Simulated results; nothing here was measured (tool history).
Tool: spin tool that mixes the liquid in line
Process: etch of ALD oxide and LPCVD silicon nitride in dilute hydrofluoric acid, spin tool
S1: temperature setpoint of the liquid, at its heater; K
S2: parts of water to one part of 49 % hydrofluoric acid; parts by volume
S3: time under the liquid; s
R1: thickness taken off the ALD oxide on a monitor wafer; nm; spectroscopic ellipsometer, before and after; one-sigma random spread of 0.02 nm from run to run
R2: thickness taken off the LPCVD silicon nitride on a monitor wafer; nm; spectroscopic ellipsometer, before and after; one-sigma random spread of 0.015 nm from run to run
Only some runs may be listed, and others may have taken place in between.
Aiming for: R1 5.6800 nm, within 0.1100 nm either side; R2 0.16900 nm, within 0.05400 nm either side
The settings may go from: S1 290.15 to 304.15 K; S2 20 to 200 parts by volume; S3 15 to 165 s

Run 1, day 0.000: S1 296.15 K, S2 110 parts by volume, S3 85 s. Result: R1 10.9910 nm, R2 0.28271 nm.
Run 2, day 0.325: S1 292.65 K, S2 110 parts by volume, S3 85 s. Result: R1 9.5480 nm, R2 0.24489 nm.
Run 3, day 0.371: S1 290.15 K, S2 110 parts by volume, S3 85 s. Result: R1 8.6023 nm, R2 0.24396 nm.
Run 4, day 0.596: S1 290.15 K, S2 115 parts by volume, S3 85 s. Result: R1 8.1461 nm, R2 0.21957 nm.
Run 5, day 0.762: S1 290.15 K, S2 90 parts by volume, S3 85 s. Result: R1 10.6770 nm, R2 0.23234 nm.
Run 6, day 1.017: S1 290.15 K, S2 90 parts by volume, S3 120 s. Result: R1 15.1590 nm, R2 0.35774 nm.
Run 7, day 1.175: S1 290.15 K, S2 105 parts by volume, S3 120 s. Result: R1 12.7420 nm, R2 0.35564 nm.
Run 8, day 1.242: S1 290.15 K, S2 105 parts by volume, S3 120 s. Result: R1 12.7470 nm, R2 0.31030 nm.
Run 9, day 1.571: S1 290.15 K, S2 115 parts by volume, S3 120 s. Result: R1 11.4800 nm, R2 0.32566 nm.
Run 10, day 1.696: S1 290.15 K, S2 125 parts by volume, S3 120 s. Result: R1 10.4820 nm, R2 0.23951 nm.
Run 11, day 1.942: S1 292.15 K, S2 170 parts by volume, S3 110 s. Result: R1 7.3822 nm, R2 0.22560 nm.
Run 12, day 2.108: S1 291.65 K, S2 175 parts by volume, S3 110 s. Result: R1 6.9571 nm, R2 0.17604 nm.

Which single option among these 4 for the next run brings every result within its allowed miss of target? Just one does.
Run A, day 2.275: S1 290.65 K, S2 155 parts by volume, S3 115 s. Result: R1 ?, R2 ?.
Run B, day 2.275: S1 293.15 K, S2 185 parts by volume, S3 90 s. Result: R1 ?, R2 ?.
Run C, day 2.275: S1 294.65 K, S2 160 parts by volume, S3 105 s. Result: R1 ?, R2 ?.
Run D, day 2.275: S1 294.65 K, S2 155 parts by volume, S3 105 s. Result: R1 ?, R2 ?.

move      R1       R2
   A  8.0116  0.22970
   B  5.6339  0.17912
   C  8.2675  0.26576
   D  8.5799  0.27416
A: lands further from the targets than the last run did
B: meets every target
C: lands further from the targets than the last run did
D: lands further from the targets than the last run did
Correct choice: B, which meets every target
